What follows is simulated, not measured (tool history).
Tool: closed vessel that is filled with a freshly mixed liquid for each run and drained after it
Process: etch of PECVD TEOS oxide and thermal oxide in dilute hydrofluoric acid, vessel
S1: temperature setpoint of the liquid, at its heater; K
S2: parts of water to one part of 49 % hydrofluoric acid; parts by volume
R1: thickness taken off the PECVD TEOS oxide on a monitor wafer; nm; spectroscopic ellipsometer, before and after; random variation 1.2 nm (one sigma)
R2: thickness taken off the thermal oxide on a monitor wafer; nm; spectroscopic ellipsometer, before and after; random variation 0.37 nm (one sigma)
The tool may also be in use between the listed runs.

Run 1, hour 0: S1 294.15 K, S2 155 parts by volume, time in the liquid (s) 685. Result: R1 51.975 nm, R2 18.669 nm.
Run 2, hour 5.5: S1 296.15 K, S2 135 parts by volume, time in the liquid (s) 685. Result: R1 65.251 nm, R2 23.714 nm.
Run 3, hour 6.6: S1 297.65 K, S2 120 parts by volume, time in the liquid (s) 685. Result: R1 79.873 nm, R2 28.43 nm.
Run 4, hour 15.5: S1 297.65 K, S2 120 parts by volume, time in the liquid (s) 970. Result: R1 113.86 nm, R2 40.179 nm.
Run 5, hour 16.2: S1 298.15 K, S2 120 parts by volume, time in the liquid (s) 970. Result: R1 113.79 nm, R2 41.282 nm.
Run 6, hour 24.2: S1 298.15 K, S2 120 parts by volume, time in the liquid (s) 1195. Result: R1 141.3 nm, R2 50.596 nm.
Run 7, hour 25.5: S1 297.15 K, S2 120 parts by volume, time in the liquid (s) 1195. Result: R1 135.83 nm, R2 48.917 nm.
Run 8, hour 31.6: S1 296.65 K, S2 120 parts by volume, time in the liquid (s) 1195. Result: R1 134.88 nm, R2 48.252 nm.

The next listed run, before its measurement:
Run 9, hour 38.4: S1 296.15 K, S2 120 parts by volume, time in the liquid (s) 1195. Result: R1 ?, R2 ?.

Run 9 gave R1 132.01 nm, R2 47.028 nm.
